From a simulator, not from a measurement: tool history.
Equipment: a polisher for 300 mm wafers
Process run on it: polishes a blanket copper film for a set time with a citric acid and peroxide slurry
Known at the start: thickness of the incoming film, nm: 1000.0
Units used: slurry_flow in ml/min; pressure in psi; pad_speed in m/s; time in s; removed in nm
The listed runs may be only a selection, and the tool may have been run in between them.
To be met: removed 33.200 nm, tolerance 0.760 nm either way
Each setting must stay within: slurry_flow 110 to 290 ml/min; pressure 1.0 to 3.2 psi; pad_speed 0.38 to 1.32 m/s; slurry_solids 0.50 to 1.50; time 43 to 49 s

| run | hour | slurry_flow | pressure | pad_speed | slurry_solids | time | removed |
|---|---|---|---|---|---|---|---|
| 1 | 0.0 | 185 | 2.1 | 0.84 | 1.00 | 49 | 64.582 |
| 2 | 3.2 | 180 | 1.9 | 0.82 | 1.00 | 49 | 57.110 |
| 3 | 4.7 | 135 | 1.9 | 0.82 | 1.00 | 49 | 53.945 |
| 4 | 11.8 | 135 | 1.9 | 0.82 | 0.85 | 49 | 52.776 |
| 5 | 16.2 | 135 | 1.9 | 0.82 | 0.95 | 49 | 53.009 |
| 6 | 19.8 | 135 | 1.9 | 0.82 | 0.95 | 49 | 53.067 |
| 7 | 20.5 | 125 | 1.3 | 0.78 | 0.95 | 49 | 35.407 |
| 8 | 24.3 | 120 | 1.2 | 0.78 | 0.95 | 49 | 32.160 |

4 next moves are on the table. One of them brings every result within its allowed miss. Which?
| A | 28.1 | 110 | 1.3 | 0.80 | 0.95 | 45 | ? |
| B | 28.1 | 110 | 1.5 | 0.74 | 0.90 | 44 | ? |
| C | 28.1 | 125 | 1.2 | 0.86 | 1.00 | 43 | ? |
| D | 28.1 | 110 | 1.4 | 0.70 | 0.90 | 47 | ? |

| move | removed |
|---|---|
| A | 31.808 |
| B | 32.802 |
| C | 31.406 |
| D | 31.191 |
A: further off than the last run
B: meets every target
C: further off than the last run
D: further off than the last run
The right move is B.
